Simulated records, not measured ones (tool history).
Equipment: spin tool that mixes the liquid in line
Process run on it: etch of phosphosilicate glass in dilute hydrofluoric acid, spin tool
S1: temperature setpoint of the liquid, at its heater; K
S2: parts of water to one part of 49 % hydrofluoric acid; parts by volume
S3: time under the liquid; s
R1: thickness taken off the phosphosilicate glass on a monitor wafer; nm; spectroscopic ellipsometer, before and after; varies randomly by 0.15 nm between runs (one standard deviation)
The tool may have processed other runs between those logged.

run  hour      S1   S2   S3      R1
  1   0.0  294.15  280  110  37.351
  2   7.9  294.15  280  115  38.572
  3  15.6  294.15  280  110  37.718
  4  23.0  297.65  280  110  42.502
  5  23.8  297.65  280  115  44.558
  6  26.2  297.65  280  110  42.577

Estimate the outcome of run 7 from the log above:
  7  27.5  296.65  290  110   ?

Run 7 produced R1 39.348 nm.
